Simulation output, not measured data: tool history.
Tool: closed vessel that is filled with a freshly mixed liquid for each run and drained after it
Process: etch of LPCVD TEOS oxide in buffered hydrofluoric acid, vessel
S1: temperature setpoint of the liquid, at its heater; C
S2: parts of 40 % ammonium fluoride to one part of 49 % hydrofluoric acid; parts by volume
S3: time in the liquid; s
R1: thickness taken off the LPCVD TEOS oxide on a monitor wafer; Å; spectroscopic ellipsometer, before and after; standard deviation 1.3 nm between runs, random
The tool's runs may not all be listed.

run  hour    S1    S2   S3      R1
  1   0.0  24.0  20.0   95  2000.1
  2   4.6  23.5  20.0   95  1967.7
  3  11.8  23.5  20.0  105  2175.5
  4  15.2  23.5  17.5  105  2431.3
  5  19.4  23.0  18.0  105  2328.0
  6  21.1  23.0  18.0   95  2071.8
  7  30.1  22.5  18.5   95  1970.3
  8  36.7  22.0  18.5   95  1959.1

Estimate the outcome of run 9 from the log above:
  9  41.2  21.5  19.0  95   ?

Run 9 gave R1 1825.2 Å.
